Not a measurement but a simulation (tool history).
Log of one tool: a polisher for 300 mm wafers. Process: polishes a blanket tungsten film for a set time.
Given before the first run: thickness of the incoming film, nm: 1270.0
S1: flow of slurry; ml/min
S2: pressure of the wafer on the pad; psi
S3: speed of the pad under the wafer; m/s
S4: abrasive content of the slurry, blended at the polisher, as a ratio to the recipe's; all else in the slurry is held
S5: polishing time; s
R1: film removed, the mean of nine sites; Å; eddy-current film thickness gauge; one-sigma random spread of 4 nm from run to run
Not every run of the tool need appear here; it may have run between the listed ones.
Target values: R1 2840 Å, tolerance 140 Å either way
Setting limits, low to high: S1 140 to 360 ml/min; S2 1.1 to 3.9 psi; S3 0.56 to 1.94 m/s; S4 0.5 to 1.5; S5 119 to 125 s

run 1 day=0 | S1=230 S2=2.5 S3=1.24 S4=1 S5=119 | R1=4167.1
run 2 day=0.171 | S1=230 S2=2.5 S3=1.24 S4=1 S5=119 | R1=4265
run 3 day=0.383 | S1=230 S2=2.4 S3=1.24 S4=1 S5=119 | R1=3959.8
run 4 day=0.542 | S1=230 S2=2.1 S3=1.24 S4=1 S5=119 | R1=3539.3
run 5 day=0.812 | S1=230 S2=2.1 S3=1.24 S4=1.2 S5=119 | R1=3643.9
run 6 day=1.146 | S1=230 S2=2.1 S3=1.24 S4=1.2 S5=119 | R1=3659.2
run 7 day=1.204 | S1=230 S2=2 S3=1.24 S4=1.2 S5=119 | R1=3468
run 8 day=1.504 | S1=230 S2=1.9 S3=1.24 S4=1.2 S5=119 | R1=3386.7
run 9 day=1.621 | S1=230 S2=1.4 S3=1.22 S4=1.2 S5=119 | R1=2554.6

Of the 4 settings listed for the next run, only one would bring every result within its allowed miss of target. Which one?
run A day=1.738 | S1=325 S2=1.7 S3=1.02 S4=1.3 S5=125 | R1=?
run B day=1.738 | S1=260 S2=1.9 S3=0.8 S4=1.25 S5=124 | R1=?
run C day=1.738 | S1=245 S2=1.3 S3=1.16 S4=1.15 S5=124 | R1=?
run D day=1.738 | S1=215 S2=1.1 S3=1.44 S4=1.35 S5=119 | R1=?

move=A R1=2748.4
move=B R1=2326.9
move=C R1=2335.2
move=D R1=2447.5
A: in spec on every target
B: its largest miss is bigger than the last run's
C: its largest miss is bigger than the last run's
D: its largest miss is bigger than the last run's
Go with A: it meets all targets.
